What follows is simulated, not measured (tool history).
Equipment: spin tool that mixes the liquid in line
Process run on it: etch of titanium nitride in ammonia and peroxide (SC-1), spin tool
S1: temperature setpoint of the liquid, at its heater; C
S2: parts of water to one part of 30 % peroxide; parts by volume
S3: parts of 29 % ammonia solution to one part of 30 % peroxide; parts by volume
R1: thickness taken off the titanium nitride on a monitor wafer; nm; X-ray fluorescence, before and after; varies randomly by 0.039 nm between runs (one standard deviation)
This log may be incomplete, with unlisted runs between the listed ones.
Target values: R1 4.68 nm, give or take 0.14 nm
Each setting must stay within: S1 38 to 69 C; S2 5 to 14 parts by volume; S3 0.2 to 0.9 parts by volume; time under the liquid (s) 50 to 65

Run 1, hour 0: S1 53 C, S2 7.5 parts by volume, S3 0.5 parts by volume, time under the liquid (s) 65. Result: R1 9.6455 nm.
Run 2, hour 0.7: S1 49.5 C, S2 7.5 parts by volume, S3 0.5 parts by volume, time under the liquid (s) 65. Result: R1 7.6603 nm.
Run 3, hour 4.1: S1 47 C, S2 7.5 parts by volume, S3 0.5 parts by volume, time under the liquid (s) 65. Result: R1 6.332 nm.
Run 4, hour 12.7: S1 45.5 C, S2 7.5 parts by volume, S3 0.5 parts by volume, time under the liquid (s) 65. Result: R1 5.6859 nm.
Run 5, hour 21: S1 48 C, S2 7.5 parts by volume, S3 0.5 parts by volume, time under the liquid (s) 65. Result: R1 6.7428 nm.
Run 6, hour 28.9: S1 48 C, S2 7.5 parts by volume, S3 0.4 parts by volume, time under the liquid (s) 65. Result: R1 6.5373 nm.
Run 7, hour 37.1: S1 46.5 C, S2 7.5 parts by volume, S3 0.4 parts by volume, time under the liquid (s) 65. Result: R1 5.863 nm.
Run 8, hour 41.1: S1 45.5 C, S2 7.5 parts by volume, S3 0.4 parts by volume, time under the liquid (s) 65. Result: R1 5.4771 nm.
Run 9, hour 46.4: S1 45.5 C, S2 7.5 parts by volume, S3 0.4 parts by volume, time under the liquid (s) 65. Result: R1 5.4677 nm.
Run 10, hour 52.8: S1 45.5 C, S2 7.5 parts by volume, S3 0.4 parts by volume, time under the liquid (s) 65. Result: R1 5.5298 nm.
Run 11, hour 55.1: S1 42.5 C, S2 7.5 parts by volume, S3 0.4 parts by volume, time under the liquid (s) 65. Result: R1 4.3577 nm.

Which of these 5 next moves meets every target?
Run A, hour 57.4: S1 42.5 C, S2 6 parts by volume, S3 0.2 parts by volume, time under the liquid (s) 65. Result: R1 ?.
Run B, hour 57.4: S1 42.5 C, S2 6.5 parts by volume, S3 0.35 parts by volume, time under the liquid (s) 65. Result: R1 ?.
Run C, hour 57.4: S1 42 C, S2 7.5 parts by volume, S3 0.45 parts by volume, time under the liquid (s) 65. Result: R1 ?.
Run D, hour 57.4: S1 44 C, S2 6.5 parts by volume, S3 0.35 parts by volume, time under the liquid (s) 50. Result: R1 ?.
Run E, hour 57.4: S1 41.5 C, S2 7 parts by volume, S3 0.45 parts by volume, time under the liquid (s) 65. Result: R1 ?.

move      R1
   A   4.363
   B  4.6331
   C  4.3416
   D  3.9745
   E  4.3321
A: no better and no worse than the last run
B: each result inside its tolerance
C: no better and no worse than the last run
D: lands further from the targets than the last run did
E: lands further from the targets than the last run did
The move that meets every target is B.
